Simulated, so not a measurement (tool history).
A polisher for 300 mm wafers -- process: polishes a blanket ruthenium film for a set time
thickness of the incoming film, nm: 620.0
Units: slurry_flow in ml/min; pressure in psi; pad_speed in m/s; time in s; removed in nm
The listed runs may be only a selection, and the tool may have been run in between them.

{"run": 1, "hour": 0.0, "slurry_flow": 145, "pressure": 1.6, "pad_speed": 1.14, "time": 41, "removed": 43.677}
{"run": 2, "hour": 2.2, "slurry_flow": 145, "pressure": 2, "pad_speed": 1.14, "time": 41, "removed": 52.297}
{"run": 3, "hour": 4.5, "slurry_flow": 145, "pressure": 1.8, "pad_speed": 1.12, "time": 41, "removed": 47.575}
{"run": 4, "hour": 7.1, "slurry_flow": 145, "pressure": 1.7, "pad_speed": 1.1, "time": 41, "removed": 44.056}
{"run": 5, "hour": 13.2, "slurry_flow": 145, "pressure": 1.6, "pad_speed": 1.08, "time": 41, "removed": 41.398}
{"run": 6, "hour": 14.1, "slurry_flow": 145, "pressure": 1.6, "pad_speed": 1.08, "time": 36, "removed": 36.773}
{"run": 7, "hour": 19.7, "slurry_flow": 125, "pressure": 1.1, "pad_speed": 1.06, "time": 36, "removed": 26.498}
{"run": 8, "hour": 23.5, "slurry_flow": 115, "pressure": 1.1, "pad_speed": 1.06, "time": 36, "removed": 25.947}

Expected results for the next run?
{"run": 9, "hour": 27.0, "slurry_flow": 105, "pressure": 1.1, "pad_speed": 1.06, "time": 36, "removed": "?"}

{"run 9": {"removed": 25.407}}

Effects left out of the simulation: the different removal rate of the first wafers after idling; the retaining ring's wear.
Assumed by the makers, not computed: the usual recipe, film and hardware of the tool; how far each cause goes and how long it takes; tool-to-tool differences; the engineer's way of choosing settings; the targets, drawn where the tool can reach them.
